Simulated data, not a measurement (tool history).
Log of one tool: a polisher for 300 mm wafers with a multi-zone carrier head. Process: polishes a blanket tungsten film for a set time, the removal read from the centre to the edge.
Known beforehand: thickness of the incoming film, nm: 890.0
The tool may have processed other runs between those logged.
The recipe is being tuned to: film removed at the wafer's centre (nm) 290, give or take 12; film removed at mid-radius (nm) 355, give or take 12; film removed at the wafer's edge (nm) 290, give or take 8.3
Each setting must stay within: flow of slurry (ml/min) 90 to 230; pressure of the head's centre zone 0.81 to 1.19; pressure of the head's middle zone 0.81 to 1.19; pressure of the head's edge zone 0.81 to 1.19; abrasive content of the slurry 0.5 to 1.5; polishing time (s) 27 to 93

run,hour,flow of slurry (ml/min),pressure of the head's centre zone,pressure of the head's middle zone,pressure of the head's edge zone,abrasive content of the slurry,polishing time (s),film removed at the wafer's centre (nm),film removed at mid-radius (nm),film removed at the wafer's edge (nm)
1,0,150,1,1,1,1,59,342.93,344.59,329.88
2,7,130,1,1,1,1,59,333.42,341.1,324.16
3,7.7,100,1,1,1,1,59,310.29,324.27,316.7
4,9.2,100,1,1.03,1,1,59,310.44,331.27,313.32
5,15,100,0.99,1.07,0.98,1,59,308.55,343.97,310.52
6,22,100,0.99,1.14,0.98,1,59,307.79,358.04,311.13
7,29,100,0.98,1.15,0.96,1,59,305.25,357.56,311.52
8,33.2,100,0.97,1.16,0.91,1,59,307.25,364.96,304.19

5 candidate next runs follow, results not yet known. Just one meets every target within its allowed miss. Identify it.
A,37.4,100,0.91,1.09,0.81,1.3,57,?,?,?
B,37.4,130,0.89,1.19,0.81,0.8,61,?,?,?
C,37.4,130,0.97,1.05,0.97,1,62,?,?,?
D,37.4,120,1.03,1.18,0.94,1.05,54,?,?,?
E,37.4,120,1.09,1.12,0.91,1.05,54,?,?,?

move,film removed at the wafer's centre (nm),film removed at mid-radius (nm),film removed at the wafer's edge (nm)
A,290.25,349.56,291.35
B,288.38,380.62,290.18
C,333.81,362.92,334.33
D,307.98,348.56,286.96
E,325.92,333.14,283.04
A: all results in spec
B: the furthest-off result lands on target, but another misses its tolerance
C: misses by more than the last run did
D: the furthest-off result lands on target, but another misses its tolerance
E: the furthest-off result lands on target, but another misses its tolerance
Answer: A
